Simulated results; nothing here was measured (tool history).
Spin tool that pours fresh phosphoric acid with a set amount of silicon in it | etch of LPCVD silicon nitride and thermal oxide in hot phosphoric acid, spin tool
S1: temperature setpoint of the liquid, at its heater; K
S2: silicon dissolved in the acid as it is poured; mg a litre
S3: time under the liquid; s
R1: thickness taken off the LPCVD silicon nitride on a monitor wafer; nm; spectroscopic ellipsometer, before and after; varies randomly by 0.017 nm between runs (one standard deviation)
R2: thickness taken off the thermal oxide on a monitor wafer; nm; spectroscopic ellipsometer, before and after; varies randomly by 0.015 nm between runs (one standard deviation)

run	hour	S1	S2	S3	R1	R2
1	0	436.15	11	80	8.561	0.18728
2	1.2	436.15	11	60	6.3892	0.18049
3	6.3	434.65	11	55	5.5805	0.17638
4	10.9	436.15	11	55	5.8567	0.15882
5	18.7	436.15	7.5	55	5.8948	0.1334
6	23.3	436.15	3	55	5.8419	0.18753
7	27.2	435.15	6.5	50	5.1514	0.13423
8	30	432.65	0	35	3.3093	0.090624
9	36.5	433.65	0	35	3.45	0.086399
10	39.4	434.15	0	35	3.4898	0.10032
11	44.2	434.65	0.5	35	3.5524	0.12462

The next listed run, before its measurement:
12	51.3	434.65	7	45	?	?

{"run 12": {"R1": 4.56, "R2": 0.12104}}
